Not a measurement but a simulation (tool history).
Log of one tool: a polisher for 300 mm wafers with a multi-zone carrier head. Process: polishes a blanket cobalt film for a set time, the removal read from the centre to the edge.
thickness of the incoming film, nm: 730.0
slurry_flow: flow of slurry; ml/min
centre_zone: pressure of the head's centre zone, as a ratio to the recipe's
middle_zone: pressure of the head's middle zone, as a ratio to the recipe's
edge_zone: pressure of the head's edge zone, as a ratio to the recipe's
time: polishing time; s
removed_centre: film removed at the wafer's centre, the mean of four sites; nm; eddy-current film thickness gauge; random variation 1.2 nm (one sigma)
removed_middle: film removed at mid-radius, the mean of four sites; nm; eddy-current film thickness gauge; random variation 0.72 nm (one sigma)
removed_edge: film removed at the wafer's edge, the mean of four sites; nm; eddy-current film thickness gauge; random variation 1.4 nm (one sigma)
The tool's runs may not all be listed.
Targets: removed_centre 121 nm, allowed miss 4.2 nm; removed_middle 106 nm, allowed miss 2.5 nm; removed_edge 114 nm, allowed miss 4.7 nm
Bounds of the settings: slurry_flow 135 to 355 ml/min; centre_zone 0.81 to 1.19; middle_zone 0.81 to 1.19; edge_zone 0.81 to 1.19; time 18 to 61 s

run,hour,slurry_flow,centre_zone,middle_zone,edge_zone,time,removed_centre,removed_middle,removed_edge
1,0,225,1,1,1,39,137.69,137.65,138.21
2,5.1,215,1,0.95,0.95,38,131.2,129.33,127.93
3,12.3,215,1,0.95,0.95,45,155.52,152.64,153.37
4,16.1,215,1,1.03,0.95,45,156.11,163.55,153.5
5,18.1,215,1,1.03,0.88,45,158.45,162.66,150.45
6,19.6,215,1,1.03,0.88,52,181.93,187.93,175.4
7,20.7,205,1,0.96,0.88,46,162.61,156.43,148.55
8,27.3,205,0.99,0.91,0.91,42,147.26,137.14,141.22
9,28.2,195,0.98,0.88,0.89,39,131.7,121.73,131.73
10,35,195,0.99,0.87,0.87,37,127.33,116.07,120.44
11,36.8,185,0.99,0.85,0.85,37,126.14,113.33,119.31
12,44.7,175,0.99,0.84,0.84,37,124.41,110.11,115.22
13,48.6,165,0.99,0.83,0.84,37,126.57,107.73,118.29
14,52.7,165,0.98,0.83,0.83,37,122.24,109.12,116.47

4 next moves are on the table. One of them brings every result within its allowed miss. Which?
A,56.8,195,0.96,0.81,0.83,36,?,?,?
B,56.8,225,0.98,0.89,0.81,35,?,?,?
C,56.8,135,1.02,0.89,0.87,37,?,?,?
D,56.8,165,0.99,0.9,0.84,36,?,?,?

move,removed_centre,removed_middle,removed_edge
A,120,106.78,116.2
B,121.21,113.86,112.92
C,124.9,113.47,118
D,121.25,114.23,115.05
A: meets every target
B: further off than the last run
C: further off than the last run
D: further off than the last run
The right move is A.
